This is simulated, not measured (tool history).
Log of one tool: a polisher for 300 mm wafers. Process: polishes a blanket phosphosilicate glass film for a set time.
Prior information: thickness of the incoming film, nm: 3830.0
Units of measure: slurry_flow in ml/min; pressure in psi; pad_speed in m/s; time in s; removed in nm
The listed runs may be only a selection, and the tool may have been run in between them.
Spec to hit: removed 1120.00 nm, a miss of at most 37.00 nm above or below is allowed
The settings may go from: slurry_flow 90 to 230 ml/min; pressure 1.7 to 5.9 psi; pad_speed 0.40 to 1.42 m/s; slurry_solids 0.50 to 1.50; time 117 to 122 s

| run | hour | slurry_flow | pressure | pad_speed | slurry_solids | time | removed |
|---|---|---|---|---|---|---|---|
| 1 | 0.0 | 150 | 3.8 | 0.90 | 1.00 | 117 | 1307.00 |
| 2 | 5.7 | 145 | 3.7 | 0.90 | 1.00 | 117 | 1302.70 |
| 3 | 9.2 | 145 | 3.6 | 0.90 | 1.00 | 117 | 1267.20 |
| 4 | 16.7 | 145 | 3.6 | 0.90 | 1.00 | 117 | 1254.40 |
| 5 | 25.4 | 145 | 3.6 | 0.90 | 1.15 | 117 | 1364.50 |
| 6 | 34.3 | 145 | 3.6 | 0.90 | 1.35 | 117 | 1463.40 |
| 7 | 42.9 | 145 | 3.4 | 0.90 | 1.35 | 117 | 1396.50 |
| 8 | 50.1 | 145 | 3.2 | 0.90 | 1.35 | 117 | 1362.50 |
| 9 | 54.3 | 130 | 2.3 | 0.88 | 1.35 | 117 | 1052.70 |

Next run, 5 choices. One meets every target within its allowed miss, the rest don't. Which?
| A | 58.5 | 160 | 2.0 | 0.80 | 1.45 | 122 | ? |
| B | 58.5 | 170 | 2.5 | 0.64 | 1.15 | 117 | ? |
| C | 58.5 | 110 | 2.5 | 0.92 | 1.20 | 122 | ? |
| D | 58.5 | 120 | 2.3 | 0.90 | 1.25 | 117 | ? |
| E | 58.5 | 155 | 2.0 | 1.00 | 1.35 | 117 | ? |

| move | removed |
|---|---|
| A | 1019.80 |
| B | 926.82 |
| C | 1094.80 |
| D | 1017.30 |
| E | 1054.40 |
A: the biggest miss grows against the last run
B: the biggest miss grows against the last run
C: every result within its allowed miss
D: the biggest miss grows against the last run
E: roughly where the last run was
Go with C: it meets all targets.
